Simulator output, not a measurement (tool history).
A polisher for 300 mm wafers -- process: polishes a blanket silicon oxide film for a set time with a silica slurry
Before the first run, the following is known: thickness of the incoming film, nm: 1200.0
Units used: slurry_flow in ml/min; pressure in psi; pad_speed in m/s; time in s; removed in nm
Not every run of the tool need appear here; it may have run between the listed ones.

run	hour	slurry_flow	pressure	pad_speed	slurry_solids	time	removed
1	0.0	145	3.3	0.98	1.0	104	217.310
2	2.5	145	3.3	0.98	1.0	104	212.300
3	10.5	145	4.0	0.98	1.0	104	259.530
4	18.2	145	3.6	0.94	1.0	104	220.340
5	23.7	145	3.6	0.94	0.8	104	197.880
6	28.1	145	3.6	0.94	0.8	104	198.300
7	30.9	145	3.2	0.92	0.8	104	177.990
8	34.1	140	2.2	0.80	0.8	104	117.310
9	40.2	135	1.9	0.80	0.8	104	98.758

Run 10 is up next; what results do you expect?
10	47.7	140	1.9	0.80	0.8	104	?

removed: 101.170 nm

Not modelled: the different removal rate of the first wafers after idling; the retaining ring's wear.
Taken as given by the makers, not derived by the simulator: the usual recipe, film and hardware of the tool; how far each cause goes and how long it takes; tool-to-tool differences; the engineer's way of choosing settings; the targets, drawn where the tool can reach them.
